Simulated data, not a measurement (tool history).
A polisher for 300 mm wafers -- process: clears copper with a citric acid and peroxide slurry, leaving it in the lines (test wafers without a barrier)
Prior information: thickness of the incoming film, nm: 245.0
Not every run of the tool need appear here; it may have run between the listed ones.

run  hour  flow of slurry (ml/min)  pressure of the wafer on the pad (psi)  speed of the pad under the wafer (cm/s)  abrasive content of the slurry  overpolish time after the end point (s)  time until the end point was called (s)  dishing of a wide line in a test structure (angstrom)
  1     0                      150                                     3.6                                       96                               1                                       18                                   104.21                                                 309.19
  2   4.7                      150                                     3.9                                       96                               1                                       19                                   99.502                                                 342.48
  3   5.3                      150                                     3.9                                       96                               1                                       23                                   101.26                                                  403.4
  4  11.5                      150                                     3.9                                       96                               1                                       30                                   97.394                                                 491.21
  5  16.5                      150                                     3.9                                       96                            0.85                                       30                                   99.626                                                 487.79
  6  18.9                      150                                     3.9                                       96                            0.85                                       33                                   103.12                                                 522.93
  7  20.7                      155                                     4.2                                       98                            0.85                                       30                                   92.332                                                  521.4

Forecast run 8:
  8  27.5                      155                                     4.4                                       98                             0.8                                       28                                        ?                                                      ?

time until the end point was called (s): 93.1
dishing of a wide line in a test structure (angstrom): 509.56
